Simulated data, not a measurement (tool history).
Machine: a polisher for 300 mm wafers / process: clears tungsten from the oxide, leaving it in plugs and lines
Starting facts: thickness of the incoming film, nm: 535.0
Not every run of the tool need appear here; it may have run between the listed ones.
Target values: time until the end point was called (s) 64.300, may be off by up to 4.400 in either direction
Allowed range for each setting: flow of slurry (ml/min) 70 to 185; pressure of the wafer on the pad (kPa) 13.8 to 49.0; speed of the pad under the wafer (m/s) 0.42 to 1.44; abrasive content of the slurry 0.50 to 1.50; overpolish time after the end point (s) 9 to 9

run,hour,flow of slurry (ml/min),pressure of the wafer on the pad (kPa),speed of the pad under the wafer (m/s),abrasive content of the slurry,overpolish time after the end point (s),time until the end point was called (s)
1,0.0,120,31.0,0.92,1.00,9,123.810
2,6.9,120,31.0,0.78,1.00,9,135.250
3,13.8,120,35.2,0.82,1.00,9,118.090
4,17.0,120,35.2,0.94,1.00,9,106.910
5,20.8,120,37.9,0.96,1.00,9,97.289
6,27.4,120,37.9,0.96,1.00,9,94.358
7,28.9,120,40.0,0.98,1.00,9,94.076
# hour 30.7: slurry nozzle cleaned
8,30.7,120,42.1,1.02,1.00,9,79.343

Consider the 5 candidate settings below. Which is the only one whose results all fall within their allowed miss of target?
A,32.5,105,49.0,1.32,0.95,9,?
B,32.5,75,47.6,0.98,0.90,9,?
C,32.5,90,45.5,1.32,1.00,9,?
D,32.5,110,44.1,1.02,1.00,9,?
E,32.5,120,42.7,0.96,1.00,9,?

move,time until the end point was called (s)
A,59.145
B,82.763
C,64.872
D,78.666
E,83.627
A: carries the result that was furthest off beyond its target, to the other side
B: lands further from the targets than the last run did
C: all results in spec
D: about as far from the targets as the last run
E: lands further from the targets than the last run did
Correct choice: C, which meets every target
